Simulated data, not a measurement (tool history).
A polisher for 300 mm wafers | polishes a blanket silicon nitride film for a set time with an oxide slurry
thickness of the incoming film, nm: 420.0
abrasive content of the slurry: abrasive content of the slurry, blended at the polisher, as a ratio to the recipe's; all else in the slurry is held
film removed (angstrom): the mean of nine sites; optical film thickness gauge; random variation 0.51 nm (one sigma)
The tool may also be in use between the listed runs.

run,hour,flow of slurry (ml/min),pressure of the wafer on the pad (kPa),speed of the pad under the wafer (cm/s),abrasive content of the slurry,polishing time (s),film removed (angstrom)
1,0.0,120,21.4,102,1.0,100,608.96
2,4.1,120,21.4,102,1.0,100,615.95
3,7.5,120,21.4,116,1.0,100,667.46
4,11.6,120,17.9,114,1.0,100,545.90
5,19.0,120,15.9,114,1.0,100,495.95
6,26.0,140,15.9,114,1.0,100,513.89

Forecast run 7:
7,26.9,135,14.5,114,1.0,100,?

Run 7 gave film removed (angstrom) 469.24.

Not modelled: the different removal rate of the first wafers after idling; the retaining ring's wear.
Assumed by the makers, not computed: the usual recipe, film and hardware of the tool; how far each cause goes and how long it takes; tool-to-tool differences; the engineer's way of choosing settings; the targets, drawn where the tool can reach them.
